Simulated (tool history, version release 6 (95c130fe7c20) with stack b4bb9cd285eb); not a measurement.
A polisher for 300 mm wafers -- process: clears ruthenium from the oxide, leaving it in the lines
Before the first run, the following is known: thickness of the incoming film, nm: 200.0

run	day	flow of slurry (ml/min)	pressure of the wafer on the pad (kPa)	speed of the pad under the wafer (cm/s)	overpolish time after the end point (s)	time until the end point was called (s)
1	0.000	245	17.2	94	7	144.22
2	0.292	305	17.2	94	7	142.00
3	0.371	305	15.9	94	7	151.75
4	0.625	305	14.5	94	7	160.34
5	0.825	305	13.1	94	7	173.67
6	0.917	305	12.4	94	7	183.18
7	1.062	300	11.7	94	7	191.53
8	1.300	300	11.7	94	7	192.69

Expected results for the next run?
9	1.325	290	11.7	94	7	?

{"run 9": {"time until the end point was called (s)": 190.9}}
